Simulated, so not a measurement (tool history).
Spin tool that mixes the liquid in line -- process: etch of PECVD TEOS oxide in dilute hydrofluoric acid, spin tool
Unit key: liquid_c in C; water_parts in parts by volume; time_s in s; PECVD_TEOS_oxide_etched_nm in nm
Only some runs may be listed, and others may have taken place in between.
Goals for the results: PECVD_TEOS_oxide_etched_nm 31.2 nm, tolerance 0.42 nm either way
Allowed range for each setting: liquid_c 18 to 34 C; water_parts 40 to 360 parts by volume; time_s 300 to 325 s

{"run": 1, "hour": 0.0, "liquid_c": 26, "water_parts": 200, "time_s": 300, "PECVD_TEOS_oxide_etched_nm": 18.532}
{"run": 2, "hour": 1.5, "liquid_c": 26, "water_parts": 200, "time_s": 300, "PECVD_TEOS_oxide_etched_nm": 18.556}
{"run": 3, "hour": 2.7, "liquid_c": 26, "water_parts": 200, "time_s": 300, "PECVD_TEOS_oxide_etched_nm": 18.555}
{"run": 4, "hour": 10.7, "liquid_c": 27, "water_parts": 195, "time_s": 300, "PECVD_TEOS_oxide_etched_nm": 19.949}
{"run": 5, "hour": 17.1, "liquid_c": 29.5, "water_parts": 195, "time_s": 300, "PECVD_TEOS_oxide_etched_nm": 21.721}
{"run": 6, "hour": 24.6, "liquid_c": 27.5, "water_parts": 195, "time_s": 300, "PECVD_TEOS_oxide_etched_nm": 20.245}
{"run": 7, "hour": 31.0, "liquid_c": 28, "water_parts": 190, "time_s": 300, "PECVD_TEOS_oxide_etched_nm": 21.351}
{"run": 8, "hour": 37.4, "liquid_c": 28.5, "water_parts": 185, "time_s": 300, "PECVD_TEOS_oxide_etched_nm": 22.327}
{"run": 9, "hour": 46.1, "liquid_c": 32.5, "water_parts": 155, "time_s": 300, "PECVD_TEOS_oxide_etched_nm": 31.933}

Which of these 5 next moves meets every target?
{"run": "A", "hour": 54.8, "liquid_c": 32.5, "water_parts": 160, "time_s": 325, "PECVD_TEOS_oxide_etched_nm": "?"}
{"run": "B", "hour": 54.8, "liquid_c": 29, "water_parts": 140, "time_s": 315, "PECVD_TEOS_oxide_etched_nm": "?"}
{"run": "C", "hour": 54.8, "liquid_c": 33.5, "water_parts": 165, "time_s": 305, "PECVD_TEOS_oxide_etched_nm": "?"}
{"run": "D", "hour": 54.8, "liquid_c": 28.5, "water_parts": 145, "time_s": 325, "PECVD_TEOS_oxide_etched_nm": "?"}
{"run": "E", "hour": 54.8, "liquid_c": 31.5, "water_parts": 150, "time_s": 305, "PECVD_TEOS_oxide_etched_nm": "?"}

move=A PECVD_TEOS_oxide_etched_nm=33.205
move=B PECVD_TEOS_oxide_etched_nm=33.341
move=C PECVD_TEOS_oxide_etched_nm=31.063
move=D PECVD_TEOS_oxide_etched_nm=32.402
move=E PECVD_TEOS_oxide_etched_nm=32.534
A: its largest miss is bigger than the last run's
B: its largest miss is bigger than the last run's
C: all results land within tolerance of their targets
D: its largest miss is bigger than the last run's
E: its largest miss is bigger than the last run's
Correct choice: C, which meets every target
